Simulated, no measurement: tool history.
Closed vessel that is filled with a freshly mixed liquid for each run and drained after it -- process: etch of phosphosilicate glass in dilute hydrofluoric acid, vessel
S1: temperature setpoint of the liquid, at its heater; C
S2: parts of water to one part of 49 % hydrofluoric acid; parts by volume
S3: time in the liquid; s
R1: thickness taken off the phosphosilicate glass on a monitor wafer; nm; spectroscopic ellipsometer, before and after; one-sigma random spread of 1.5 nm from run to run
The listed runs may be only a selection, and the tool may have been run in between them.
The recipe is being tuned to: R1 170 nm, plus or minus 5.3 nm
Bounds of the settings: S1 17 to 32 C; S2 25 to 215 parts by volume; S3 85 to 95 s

run 1 hour=0 | S1=24 S2=120 S3=85 | R1=46.62
run 2 hour=5.2 | S1=25.5 S2=100 S3=85 | R1=60.859
run 3 hour=13.7 | S1=23.5 S2=100 S3=85 | R1=55.575
run 4 hour=20.5 | S1=27 S2=100 S3=85 | R1=64.228
run 5 hour=24.1 | S1=27 S2=100 S3=95 | R1=72.153
run 6 hour=26.2 | S1=28 S2=85 S3=95 | R1=90.064
run 7 hour=31.9 | S1=28.5 S2=75 S3=95 | R1=104.68
-- hour=36.3 thermometer replaced
run 8 hour=36.3 | S1=32 S2=40 S3=95 | R1=251.05

Below are 4 possible settings for the next run. Only one of them brings all results inside the allowed miss of their targets. Which is it?
run A hour=40.7 | S1=30 S2=55 S3=95 | R1=?
run B hour=40.7 | S1=27.5 S2=50 S3=90 | R1=?
run C hour=40.7 | S1=30.5 S2=55 S3=90 | R1=?
run D hour=40.7 | S1=32 S2=60 S3=90 | R1=?

move=A R1=167.42
move=B R1=159.23
move=C R1=161.73
move=D R1=155.86
A: all results land within tolerance of their targets
B: moves the result that the last run missed by most past its target, out the other side
C: moves the result that the last run missed by most past its target, out the other side
D: moves the result that the last run missed by most past its target, out the other side
Move A is the one to make.
